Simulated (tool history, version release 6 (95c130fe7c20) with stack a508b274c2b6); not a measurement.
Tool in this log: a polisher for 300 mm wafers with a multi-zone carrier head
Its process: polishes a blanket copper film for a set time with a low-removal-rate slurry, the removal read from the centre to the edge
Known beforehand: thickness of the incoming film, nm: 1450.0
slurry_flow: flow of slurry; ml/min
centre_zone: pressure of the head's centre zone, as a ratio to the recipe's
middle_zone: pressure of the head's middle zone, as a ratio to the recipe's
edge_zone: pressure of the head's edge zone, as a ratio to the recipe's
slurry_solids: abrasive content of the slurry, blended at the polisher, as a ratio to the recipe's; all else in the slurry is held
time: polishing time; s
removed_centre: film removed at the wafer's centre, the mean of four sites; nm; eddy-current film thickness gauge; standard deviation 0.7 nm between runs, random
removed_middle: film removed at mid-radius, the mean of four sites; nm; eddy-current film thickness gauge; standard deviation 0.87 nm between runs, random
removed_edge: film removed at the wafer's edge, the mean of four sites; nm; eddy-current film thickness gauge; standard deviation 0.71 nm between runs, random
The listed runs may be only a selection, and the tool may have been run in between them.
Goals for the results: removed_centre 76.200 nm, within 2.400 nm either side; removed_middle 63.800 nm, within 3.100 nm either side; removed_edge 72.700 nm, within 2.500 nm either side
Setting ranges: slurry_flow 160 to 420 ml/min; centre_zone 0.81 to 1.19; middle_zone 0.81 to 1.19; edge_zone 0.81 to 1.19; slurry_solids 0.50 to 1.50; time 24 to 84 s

Run 1, hour 0.0: slurry_flow 270 ml/min, centre_zone 1.00, middle_zone 1.00, edge_zone 1.00, slurry_solids 1.00, time 54 s. Result: removed_centre 151.100 nm, removed_middle 142.460 nm, removed_edge 146.130 nm.
Run 2, hour 9.0: slurry_flow 270 ml/min, centre_zone 1.00, middle_zone 1.00, edge_zone 1.00, slurry_solids 0.85, time 54 s. Result: removed_centre 143.200 nm, removed_middle 134.290 nm, removed_edge 139.100 nm.
Run 3, hour 15.9: slurry_flow 270 ml/min, centre_zone 1.00, middle_zone 1.00, edge_zone 1.00, slurry_solids 0.70, time 54 s. Result: removed_centre 134.370 nm, removed_middle 130.690 nm, removed_edge 134.960 nm.
Run 4, hour 20.7: slurry_flow 265 ml/min, centre_zone 1.01, middle_zone 0.96, edge_zone 0.97, slurry_solids 0.65, time 47 s. Result: removed_centre 116.540 nm, removed_middle 111.110 nm, removed_edge 109.920 nm.
Run 5, hour 22.0: slurry_flow 265 ml/min, centre_zone 1.01, middle_zone 0.96, edge_zone 0.97, slurry_solids 0.50, time 47 s. Result: removed_centre 109.050 nm, removed_middle 98.306 nm, removed_edge 102.080 nm.
Run 6, hour 28.4: slurry_flow 265 ml/min, centre_zone 1.01, middle_zone 0.96, edge_zone 0.97, slurry_solids 0.50, time 47 s. Result: removed_centre 107.580 nm, removed_middle 99.633 nm, removed_edge 101.090 nm.
Run 7, hour 31.1: slurry_flow 255 ml/min, centre_zone 1.01, middle_zone 0.92, edge_zone 0.99, slurry_solids 0.50, time 43 s. Result: removed_centre 98.202 nm, removed_middle 85.519 nm, removed_edge 94.998 nm.
Run 8, hour 33.8: slurry_flow 250 ml/min, centre_zone 0.97, middle_zone 0.84, edge_zone 0.89, slurry_solids 0.50, time 30 s. Result: removed_centre 66.926 nm, removed_middle 55.377 nm, removed_edge 62.248 nm.
Run 9, hour 40.0: slurry_flow 265 ml/min, centre_zone 0.98, middle_zone 0.85, edge_zone 0.92, slurry_solids 0.50, time 30 s. Result: removed_centre 67.401 nm, removed_middle 56.610 nm, removed_edge 65.146 nm.
Run 10, hour 40.7: slurry_flow 270 ml/min, centre_zone 1.00, middle_zone 0.87, edge_zone 0.94, slurry_solids 0.50, time 30 s. Result: removed_centre 68.637 nm, removed_middle 58.494 nm, removed_edge 65.510 nm.
Run 11, hour 49.1: slurry_flow 300 ml/min, centre_zone 1.06, middle_zone 0.88, edge_zone 1.04, slurry_solids 0.70, time 31 s. Result: removed_centre 84.183 nm, removed_middle 66.848 nm, removed_edge 77.375 nm.
Run 12, hour 58.1: slurry_flow 300 ml/min, centre_zone 1.04, middle_zone 0.88, edge_zone 1.02, slurry_solids 0.70, time 31 s. Result: removed_centre 82.764 nm, removed_middle 67.350 nm, removed_edge 78.010 nm.
Run 13, hour 65.4: slurry_flow 290 ml/min, centre_zone 1.03, middle_zone 0.88, edge_zone 1.00, slurry_solids 0.70, time 31 s. Result: removed_centre 81.290 nm, removed_middle 69.353 nm, removed_edge 76.201 nm.
Run 14, hour 66.6: slurry_flow 290 ml/min, centre_zone 1.02, middle_zone 0.87, edge_zone 0.99, slurry_solids 0.70, time 31 s. Result: removed_centre 80.396 nm, removed_middle 66.868 nm, removed_edge 75.973 nm.
Run 15, hour 73.1: slurry_flow 285 ml/min, centre_zone 1.01, middle_zone 0.86, edge_zone 0.98, slurry_solids 0.70, time 31 s. Result: removed_centre 77.543 nm, removed_middle 66.731 nm, removed_edge 77.101 nm.
Run 16, hour 80.3: slurry_flow 285 ml/min, centre_zone 1.01, middle_zone 0.86, edge_zone 0.97, slurry_solids 0.70, time 31 s. Result: removed_centre 79.032 nm, removed_middle 66.045 nm, removed_edge 76.475 nm.
Run 17, hour 82.8: slurry_flow 280 ml/min, centre_zone 1.01, middle_zone 0.86, edge_zone 0.96, slurry_solids 0.70, time 31 s. Result: removed_centre 79.060 nm, removed_middle 65.564 nm, removed_edge 75.639 nm.
Run 18, hour 88.6: slurry_flow 280 ml/min, centre_zone 1.01, middle_zone 0.86, edge_zone 0.95, slurry_solids 0.70, time 31 s. Result: removed_centre 78.633 nm, removed_middle 66.525 nm, removed_edge 74.904 nm.
Run 19, hour 95.1: slurry_flow 280 ml/min, centre_zone 1.01, middle_zone 0.85, edge_zone 0.94, slurry_solids 0.70, time 31 s. Result: removed_centre 78.718 nm, removed_middle 65.644 nm, removed_edge 75.117 nm.

4 candidate next runs follow, results not yet known. Just one meets every target within its allowed miss. Identify it.
Run A, hour 101.6: slurry_flow 290 ml/min, centre_zone 1.04, middle_zone 0.87, edge_zone 0.92, slurry_solids 0.70, time 31 s. Result: removed_centre ?, removed_middle ?, removed_edge ?.
Run B, hour 101.6: slurry_flow 165 ml/min, centre_zone 1.06, middle_zone 0.87, edge_zone 1.05, slurry_solids 0.55, time 36 s. Result: removed_centre ?, removed_middle ?, removed_edge ?.
Run C, hour 101.6: slurry_flow 175 ml/min, centre_zone 1.02, middle_zone 0.87, edge_zone 0.96, slurry_solids 0.55, time 33 s. Result: removed_centre ?, removed_middle ?, removed_edge ?.
Run D, hour 101.6: slurry_flow 240 ml/min, centre_zone 1.09, middle_zone 0.87, edge_zone 1.09, slurry_solids 0.85, time 29 s. Result: removed_centre ?, removed_middle ?, removed_edge ?.

move  removed_centre  removed_middle  removed_edge
   A          82.043          66.048        73.600
   B          85.072          67.757        81.583
   C          75.930          62.536        71.955
   D          82.800          64.030        77.797
A: moves away from the targets compared with the last run
B: moves away from the targets compared with the last run
C: every result lands within tolerance
D: moves away from the targets compared with the last run
Go with C: it meets all targets.

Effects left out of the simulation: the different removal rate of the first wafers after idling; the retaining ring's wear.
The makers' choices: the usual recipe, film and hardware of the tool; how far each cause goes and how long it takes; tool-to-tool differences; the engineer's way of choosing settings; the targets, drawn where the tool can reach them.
